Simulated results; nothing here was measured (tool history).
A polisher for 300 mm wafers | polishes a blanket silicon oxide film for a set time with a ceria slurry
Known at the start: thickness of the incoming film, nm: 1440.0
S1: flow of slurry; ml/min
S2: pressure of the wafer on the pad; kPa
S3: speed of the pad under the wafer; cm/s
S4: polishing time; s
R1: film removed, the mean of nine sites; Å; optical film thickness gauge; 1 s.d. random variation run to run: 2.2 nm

run	hour	S1	S2	S3	S4	R1
1	0.0	200	18.6	138	37	1561.4
2	1.3	205	20.0	138	37	1675.8
3	3.9	240	20.0	138	37	1706.8
4	10.3	240	20.0	156	37	1838.1
5	16.8	240	20.7	156	37	1932.0
6	25.5	260	20.7	156	37	1906.5
7	31.6	260	21.4	156	37	1955.3
8	34.2	260	21.4	156	37	1956.2

Predict the results of run 9:
9	39.9	260	22.1	156	37	?

Run 9 produced R1 2006.2 Å.
